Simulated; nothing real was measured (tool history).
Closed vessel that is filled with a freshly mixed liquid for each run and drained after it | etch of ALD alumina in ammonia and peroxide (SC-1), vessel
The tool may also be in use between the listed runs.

run  hour  temperature setpoint of the liquid (°C)  parts of 29 % ammonia solution to one part of 30 % peroxide (parts by volume)  time in the liquid (s)  thickness taken off the ALD alumina on a monitor wafer (nm)
  1     0                                       57                                                                            0.7                     135                                                       7.8609
  2   3.2                                       52                                                                            0.7                     135                                                       6.0658
  3   9.1                                       52                                                                            0.8                     135                                                       6.1638
  4  13.3                                       50                                                                            0.8                     135                                                       5.4863
  5  20.4                                       50                                                                           0.65                     135                                                       5.4317
  6  22.4                                       49                                                                           0.65                     135                                                       5.1571
  7  23.2                                       49                                                                           0.65                     135                                                       5.0599
  8  31.8                                       49                                                                           0.65                     135                                                       5.1019
  9  37.1                                     48.5                                                                           0.65                     135                                                       4.9774

Expected results for the next run?
 10  40.7                                       48                                                                           0.65                     135                                                            ?

thickness taken off the ALD alumina on a monitor wafer (nm): 4.8137
